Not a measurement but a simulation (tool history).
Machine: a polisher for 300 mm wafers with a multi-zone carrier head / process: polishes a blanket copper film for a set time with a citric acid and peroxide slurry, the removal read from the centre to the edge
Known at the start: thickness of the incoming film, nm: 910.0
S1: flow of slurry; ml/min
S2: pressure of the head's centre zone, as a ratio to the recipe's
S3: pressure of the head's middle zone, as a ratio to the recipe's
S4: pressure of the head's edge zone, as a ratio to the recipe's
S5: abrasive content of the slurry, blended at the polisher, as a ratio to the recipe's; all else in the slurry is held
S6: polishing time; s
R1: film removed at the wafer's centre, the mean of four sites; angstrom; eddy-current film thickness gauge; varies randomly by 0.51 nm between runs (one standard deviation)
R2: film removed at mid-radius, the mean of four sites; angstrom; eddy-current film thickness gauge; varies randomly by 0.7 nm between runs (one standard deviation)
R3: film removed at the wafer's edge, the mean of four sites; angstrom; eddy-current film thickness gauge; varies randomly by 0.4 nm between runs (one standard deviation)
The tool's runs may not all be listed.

run  hour   S1    S2    S3    S4    S5  S6       R1      R2      R3
  1   0.0  285  1.00  1.00  1.00  1.00  31  1049.90  980.56  980.94
  2   2.8  285  1.00  1.00  0.92  1.00  31  1051.10  964.32  955.50
  3   5.2  285  1.00  1.00  0.92  1.15  31  1078.40  996.60  979.87
  4   6.7  255  1.00  1.00  0.92  1.15  31  1076.50  981.46  965.18
  5  11.8  255  1.00  1.00  0.92  0.95  31  1026.70  959.80  930.20
  6  19.6  245  0.98  1.01  0.91  0.85  29   931.71  888.00  852.20
  7  23.4  240  0.95  1.02  0.90  0.80  28   853.69  860.83  804.42
     31.2  -- centre zone pressure recalibrated
  8  31.2  235  0.93  1.02  0.89  0.75  27   752.53  793.79  768.76
  9  32.4  230  0.93  1.03  0.88  0.70  26   722.27  771.55  730.25

Run 10 is up next; what results do you expect?
 10  34.2  225  0.93  1.04  0.87  0.65  25   ?   ?   ?

Run 10 measured R1 686.89 angstrom, R2 750.01 angstrom, R3 681.24 angstrom.
